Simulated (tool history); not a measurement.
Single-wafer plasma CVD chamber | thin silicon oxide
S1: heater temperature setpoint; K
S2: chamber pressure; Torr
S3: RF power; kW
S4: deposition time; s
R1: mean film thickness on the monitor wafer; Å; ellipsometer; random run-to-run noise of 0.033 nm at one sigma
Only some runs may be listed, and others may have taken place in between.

{"run": 1, "day": 0.0, "S1": 663.15, "S2": 0.8, "S3": 0.3, "S4": 8.46, "R1": 154.54}
{"run": 2, "day": 0.283, "S1": 670.15, "S2": 0.8, "S3": 0.3, "S4": 8.46, "R1": 154.17}
{"run": 3, "day": 0.408, "S1": 670.15, "S2": 0.718, "S3": 0.295, "S4": 8.44, "R1": 140.4}
{"run": 4, "day": 0.604, "S1": 670.15, "S2": 0.639, "S3": 0.295, "S4": 8.44, "R1": 127.41}
{"day": 0.971, "done": "RF generator calibrated"}
{"run": 5, "day": 0.971, "S1": 670.15, "S2": 0.639, "S3": 0.27, "S4": 8.44, "R1": 126.46}
{"run": 6, "day": 1.15, "S1": 666.15, "S2": 0.639, "S3": 0.27, "S4": 8.44, "R1": 126.91}

The next listed run, before its measurement:
{"run": 7, "day": 1.483, "S1": 666.15, "S2": 0.6, "S3": 0.27, "S4": 8.42, "R1": "?"}

R1: 120.02 Å
